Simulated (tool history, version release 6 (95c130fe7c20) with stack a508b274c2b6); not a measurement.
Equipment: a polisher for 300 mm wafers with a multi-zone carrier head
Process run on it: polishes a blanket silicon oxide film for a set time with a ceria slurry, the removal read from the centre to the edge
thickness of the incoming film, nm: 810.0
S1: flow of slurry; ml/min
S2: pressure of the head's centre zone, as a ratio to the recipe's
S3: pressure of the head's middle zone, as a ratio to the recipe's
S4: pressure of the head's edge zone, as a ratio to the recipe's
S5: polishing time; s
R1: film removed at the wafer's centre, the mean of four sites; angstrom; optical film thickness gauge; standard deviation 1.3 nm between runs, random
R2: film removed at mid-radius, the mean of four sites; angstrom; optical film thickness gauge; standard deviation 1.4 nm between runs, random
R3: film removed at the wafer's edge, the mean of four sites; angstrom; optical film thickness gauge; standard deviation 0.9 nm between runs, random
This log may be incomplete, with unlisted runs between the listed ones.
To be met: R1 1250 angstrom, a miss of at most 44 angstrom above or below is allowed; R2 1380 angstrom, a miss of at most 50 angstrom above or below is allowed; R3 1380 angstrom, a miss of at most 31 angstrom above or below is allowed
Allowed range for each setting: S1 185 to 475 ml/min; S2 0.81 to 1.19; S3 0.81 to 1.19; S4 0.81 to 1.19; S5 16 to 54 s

run,hour,S1,S2,S3,S4,S5,R1,R2,R3
1,0,305,1,1,1,35,1641.5,1682.5,1659.1
2,0.6,345,1,1,1,35,1671.5,1730.1,1693.8
3,8.3,345,1.08,1,1,35,1815.6,1711.5,1666.8
4,15.1,345,1.05,1,1,35,1744.3,1703.6,1654.7
5,19.5,345,1.11,1,1,35,1850.3,1713.4,1680.5
6,21.5,345,1.11,1,1,40,2089.9,1921.7,1922.1
7,27.7,335,1.07,0.98,0.98,39,1977.1,1870.3,1871.8
8,30.4,325,1.04,0.97,0.98,37,1819.5,1721,1761.7
9,31.1,320,1.01,0.97,0.97,36,1704.8,1700.8,1680.6
10,36.4,310,0.98,0.95,0.95,35,1614.5,1625.5,1620.5
11,37.8,310,0.98,0.95,0.95,35,1625.6,1633.6,1632.2
12,42,300,0.96,0.94,0.94,34,1521,1545,1579.4
13,45.5,295,0.95,0.94,0.93,34,1511.9,1586.4,1560
14,49.9,290,0.94,0.93,0.92,34,1489.2,1540.7,1551
15,54.2,285,0.93,0.92,0.91,34,1459.1,1537.6,1567.9
16,62.5,280,0.92,0.92,0.9,33,1414,1481.2,1503.3
17,70,275,0.91,0.92,0.89,33,1399.9,1465.3,1491.8
18,73.8,270,0.9,0.92,0.88,33,1356.3,1490.3,1487.9
19,77.5,265,0.9,0.92,0.87,33,1367,1478.2,1482.7

Which of these 4 next moves meets every target?
A,81.2,235,0.86,0.85,0.92,32,?,?,?
B,81.2,280,0.84,1.04,0.86,32,?,?,?
C,81.2,285,0.86,0.9,0.83,31,?,?,?
D,81.2,310,1.04,1.04,0.81,31,?,?,?

move,R1,R2,R3
A,1270.4,1336.4,1467.3
B,1269.6,1569.4,1457.2
C,1261,1375.7,1401.7
D,1542.5,1534.2,1398.8
A: nearer the targets than the last run, but a result is still out of spec
B: further off than the last run
C: meets every target
D: brings the result that was furthest off to its target, and leaves another outside
Correct choice: C, which meets every target
